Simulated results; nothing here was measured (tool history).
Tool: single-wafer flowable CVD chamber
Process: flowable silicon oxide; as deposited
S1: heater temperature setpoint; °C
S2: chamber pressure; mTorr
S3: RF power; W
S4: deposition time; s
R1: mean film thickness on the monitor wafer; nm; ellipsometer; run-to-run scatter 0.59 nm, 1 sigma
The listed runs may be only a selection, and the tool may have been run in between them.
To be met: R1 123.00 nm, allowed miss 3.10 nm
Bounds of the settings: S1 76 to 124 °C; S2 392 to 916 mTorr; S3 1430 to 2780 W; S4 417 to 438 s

run,hour,S1,S2,S3,S4,R1
1,0.0,100,654,2105,438,192.50
2,0.5,111,654,2105,438,139.95
3,5.6,111,654,2105,417,132.41
4,13.5,107,654,2105,417,146.95
5,17.0,109,654,2105,417,139.52
6,22.7,110,654,2105,417,136.56
7,26.8,111,654,2105,417,131.73
8,31.5,112,654,2105,417,128.18

4 candidate next runs follow, results not yet known. Just one meets every target within its allowed miss. Identify it.
A,36.2,113,598,2205,438,?
B,36.2,112,623,2210,438,?
C,36.2,110,647,1990,419,?
D,36.2,112,693,2055,417,?

move,R1
A,121.38
B,129.81
C,132.86
D,134.76
A: hits every target within its allowed miss
B: misses by more than the last run did
C: misses by more than the last run did
D: misses by more than the last run did
A meets every target.

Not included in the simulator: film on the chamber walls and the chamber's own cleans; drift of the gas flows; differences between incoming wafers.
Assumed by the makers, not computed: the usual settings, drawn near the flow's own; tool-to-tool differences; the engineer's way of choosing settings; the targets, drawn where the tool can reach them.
